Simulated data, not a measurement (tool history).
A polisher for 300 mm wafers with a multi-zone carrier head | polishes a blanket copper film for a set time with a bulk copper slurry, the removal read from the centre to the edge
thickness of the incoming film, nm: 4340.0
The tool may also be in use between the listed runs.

run,hour,flow of slurry (ml/min),pressure of the head's centre zone,pressure of the head's middle zone,pressure of the head's edge zone,abrasive content of the slurry,polishing time (s),film removed at the wafer's centre (nm),film removed at mid-radius (nm),film removed at the wafer's edge (nm)
1,0.0,175,1.00,1.00,1.00,1.0,64,719.31,725.90,729.43
2,6.3,175,1.00,1.00,1.00,1.0,52,585.84,586.95,590.24
3,10.4,175,1.00,1.00,0.94,1.0,52,585.85,597.39,579.33
4,15.6,175,0.95,1.00,0.94,1.0,52,554.63,595.43,578.89
5,16.5,175,0.95,0.97,0.94,1.0,52,563.66,578.47,570.43
6,19.7,175,0.87,0.97,0.94,1.0,52,512.48,568.42,580.02

Forecast run 7:
7,27.4,185,0.88,1.01,0.97,1.1,54,?,?,?

{"run 7": {"film removed at the wafer's centre (nm)": 560.13, "film removed at mid-radius (nm)": 637.43, "film removed at the wafer's edge (nm)": 632.45}}

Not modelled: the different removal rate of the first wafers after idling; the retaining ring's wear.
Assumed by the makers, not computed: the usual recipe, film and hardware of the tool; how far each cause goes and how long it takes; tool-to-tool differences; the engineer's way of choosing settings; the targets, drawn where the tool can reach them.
